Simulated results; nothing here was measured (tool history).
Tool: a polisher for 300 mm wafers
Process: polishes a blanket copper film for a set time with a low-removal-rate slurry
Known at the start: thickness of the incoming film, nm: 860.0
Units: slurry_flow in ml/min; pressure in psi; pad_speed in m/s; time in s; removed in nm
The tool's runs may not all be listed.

run  hour  slurry_flow  pressure  pad_speed  slurry_solids  time  removed
  1   0.0          175       2.3       1.26           1.00    36   92.108
  2   1.6          175       2.3       1.48           1.00    36  107.440
  3   3.8          175       2.3       1.48           0.85    36  105.860
  4   5.5          175       2.0       1.48           0.85    36   94.773
  5  11.6          175       2.0       1.48           0.95    36   96.351
  6  20.2          175       2.5       1.48           0.95    36  113.950
  7  23.3          175       2.3       1.48           0.95    36  108.330
  8  31.7          175       2.2       1.48           0.95    36  102.560
  9  32.3          175       2.1       1.48           0.95    36   99.743
 10  36.6          175       2.0       1.48           0.95    36   95.828
 11  41.7          175       1.9       1.48           0.95    36   90.331
 12  49.8          175       1.8       1.48           0.95    36   86.440
 13  57.8          175       1.7       1.48           0.95    36   84.967
 14  64.7          175       1.6       1.48           0.95    36   80.223

The next listed run, before its measurement:
 15  70.6          160       1.4       1.48           0.95    36        ?

removed: 70.807 nm

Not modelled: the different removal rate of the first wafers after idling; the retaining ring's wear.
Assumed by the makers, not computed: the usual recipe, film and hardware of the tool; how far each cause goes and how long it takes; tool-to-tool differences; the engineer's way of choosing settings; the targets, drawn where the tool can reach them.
